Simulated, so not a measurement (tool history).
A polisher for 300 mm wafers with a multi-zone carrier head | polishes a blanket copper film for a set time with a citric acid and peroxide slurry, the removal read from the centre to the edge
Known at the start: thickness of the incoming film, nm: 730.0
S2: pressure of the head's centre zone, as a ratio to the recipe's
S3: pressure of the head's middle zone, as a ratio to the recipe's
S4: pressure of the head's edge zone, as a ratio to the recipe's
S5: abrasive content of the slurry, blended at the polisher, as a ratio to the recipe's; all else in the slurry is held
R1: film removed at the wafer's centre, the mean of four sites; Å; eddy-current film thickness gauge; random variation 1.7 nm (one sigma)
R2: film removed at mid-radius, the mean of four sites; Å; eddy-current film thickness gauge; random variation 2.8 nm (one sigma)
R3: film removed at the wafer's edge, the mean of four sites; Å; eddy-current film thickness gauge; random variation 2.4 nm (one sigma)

Run 1, day 0.000: flow of slurry (ml/min) 150, S2 1.00, S3 1.00, S4 1.00, S5 1.00, polishing time (s) 66. Result: R1 1325.8 Å, R2 1440.7 Å, R3 1406.0 Å.
Run 2, day 0.150: flow of slurry (ml/min) 125, S2 1.00, S3 1.00, S4 1.00, S5 1.00, polishing time (s) 66. Result: R1 1202.7 Å, R2 1313.0 Å, R3 1362.1 Å.
Run 3, day 0.375: flow of slurry (ml/min) 135, S2 1.02, S3 0.98, S4 1.03, S5 1.10, polishing time (s) 70. Result: R1 1402.1 Å, R2 1480.4 Å, R3 1495.1 Å.
Run 4, day 0.567: flow of slurry (ml/min) 135, S2 1.02, S3 1.05, S4 1.03, S5 1.10, polishing time (s) 70. Result: R1 1386.1 Å, R2 1500.3 Å, R3 1506.1 Å.
Run 5, day 0.804: flow of slurry (ml/min) 135, S2 1.04, S3 1.01, S4 1.06, S5 1.15, polishing time (s) 75. Result: R1 1526.8 Å, R2 1586.7 Å, R3 1634.6 Å.
Run 6, day 0.862: flow of slurry (ml/min) 140, S2 1.05, S3 0.98, S4 1.08, S5 1.20, polishing time (s) 79. Result: R1 1659.6 Å, R2 1677.7 Å, R3 1807.1 Å.
Run 7, day 1.167: flow of slurry (ml/min) 180, S2 1.15, S3 0.95, S4 1.18, S5 1.45, polishing time (s) 87. Result: R1 2280.7 Å, R2 2021.8 Å, R3 2221.9 Å.
Run 8, day 1.258: flow of slurry (ml/min) 180, S2 1.15, S3 0.94, S4 1.18, S5 1.45, polishing time (s) 88. Result: R1 2313.0 Å, R2 2039.2 Å, R3 2276.8 Å.

Run 9 comes next. What will it give?
Run 9, day 1.629: flow of slurry (ml/min) 185, S2 1.15, S3 0.93, S4 1.18, S5 1.45, polishing time (s) 89. Result: R1 ?, R2 ?, R3 ?.

{"run 9": {"R1": 2355.0, "R2": 2052.9, "R3": 2299.1}}

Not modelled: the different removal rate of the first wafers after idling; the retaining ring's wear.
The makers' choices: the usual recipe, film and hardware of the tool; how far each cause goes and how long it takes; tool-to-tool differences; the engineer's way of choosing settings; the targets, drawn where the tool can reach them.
